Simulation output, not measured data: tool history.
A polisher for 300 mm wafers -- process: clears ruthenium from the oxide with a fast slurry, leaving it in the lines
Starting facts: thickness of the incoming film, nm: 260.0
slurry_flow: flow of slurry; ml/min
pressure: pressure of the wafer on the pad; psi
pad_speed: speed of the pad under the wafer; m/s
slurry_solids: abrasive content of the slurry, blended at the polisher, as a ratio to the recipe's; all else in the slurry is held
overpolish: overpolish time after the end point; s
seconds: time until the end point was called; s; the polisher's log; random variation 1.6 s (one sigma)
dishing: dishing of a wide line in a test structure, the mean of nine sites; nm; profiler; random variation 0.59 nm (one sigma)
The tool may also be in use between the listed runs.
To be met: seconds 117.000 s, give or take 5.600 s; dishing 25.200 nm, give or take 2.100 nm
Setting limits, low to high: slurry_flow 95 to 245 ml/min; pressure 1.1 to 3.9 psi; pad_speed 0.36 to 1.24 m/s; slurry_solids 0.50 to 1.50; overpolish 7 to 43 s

Run 1, hour 0.0: slurry_flow 155 ml/min, pressure 2.5 psi, pad_speed 0.80 m/s, slurry_solids 1.00, overpolish 22 s. Result: seconds 92.491 s, dishing 48.578 nm.
Run 2, hour 5.0: slurry_flow 155 ml/min, pressure 2.5 psi, pad_speed 0.80 m/s, slurry_solids 1.10, overpolish 22 s. Result: seconds 90.077 s, dishing 49.697 nm.
Run 3, hour 8.7: slurry_flow 120 ml/min, pressure 2.5 psi, pad_speed 0.80 m/s, slurry_solids 1.10, overpolish 22 s. Result: seconds 93.616 s, dishing 46.724 nm.
Run 4, hour 12.8: slurry_flow 120 ml/min, pressure 2.5 psi, pad_speed 0.80 m/s, slurry_solids 1.10, overpolish 25 s. Result: seconds 91.235 s, dishing 52.967 nm.
Run 5, hour 16.6: slurry_flow 120 ml/min, pressure 2.4 psi, pad_speed 0.80 m/s, slurry_solids 1.10, overpolish 23 s. Result: seconds 94.483 s, dishing 45.474 nm.
Run 6, hour 24.4: slurry_flow 120 ml/min, pressure 2.3 psi, pad_speed 0.80 m/s, slurry_solids 1.10, overpolish 22 s. Result: seconds 101.520 s, dishing 44.576 nm.
Run 7, hour 27.8: slurry_flow 120 ml/min, pressure 2.3 psi, pad_speed 0.80 m/s, slurry_solids 1.10, overpolish 20 s. Result: seconds 99.540 s, dishing 38.857 nm.
Run 8, hour 29.1: slurry_flow 120 ml/min, pressure 2.2 psi, pad_speed 0.80 m/s, slurry_solids 1.10, overpolish 19 s. Result: seconds 108.050 s, dishing 37.583 nm.
Run 9, hour 36.5: slurry_flow 120 ml/min, pressure 2.2 psi, pad_speed 0.80 m/s, slurry_solids 1.10, overpolish 17 s. Result: seconds 106.770 s, dishing 34.529 nm.
Run 10, hour 43.0: slurry_flow 120 ml/min, pressure 2.2 psi, pad_speed 0.80 m/s, slurry_solids 1.10, overpolish 16 s. Result: seconds 106.330 s, dishing 33.328 nm.
Run 11, hour 47.9: slurry_flow 120 ml/min, pressure 2.2 psi, pad_speed 0.80 m/s, slurry_solids 1.10, overpolish 15 s. Result: seconds 101.880 s, dishing 28.072 nm.

Below are 4 possible settings for the next run. Only one of them brings all results inside the allowed miss of their targets. Which is it?
Run A, hour 52.8: slurry_flow 115 ml/min, pressure 2.6 psi, pad_speed 0.80 m/s, slurry_solids 1.15, overpolish 12 s. Result: seconds ?, dishing ?.
Run B, hour 52.8: slurry_flow 95 ml/min, pressure 2.3 psi, pad_speed 1.00 m/s, slurry_solids 0.55, overpolish 18 s. Result: seconds ?, dishing ?.
Run C, hour 52.8: slurry_flow 155 ml/min, pressure 2.4 psi, pad_speed 0.64 m/s, slurry_solids 0.90, overpolish 14 s. Result: seconds ?, dishing ?.
Run D, hour 52.8: slurry_flow 105 ml/min, pressure 2.9 psi, pad_speed 0.82 m/s, slurry_solids 1.20, overpolish 10 s. Result: seconds ?, dishing ?.

move  seconds  dishing
   A   87.203   28.961
   B  119.580   31.497
   C  116.760   25.433
   D   76.986   27.430
A: moves away from the targets compared with the last run
B: the worst result of the last run now meets its target, but another is out of spec
C: in spec on every target
D: moves away from the targets compared with the last run
C meets every target.

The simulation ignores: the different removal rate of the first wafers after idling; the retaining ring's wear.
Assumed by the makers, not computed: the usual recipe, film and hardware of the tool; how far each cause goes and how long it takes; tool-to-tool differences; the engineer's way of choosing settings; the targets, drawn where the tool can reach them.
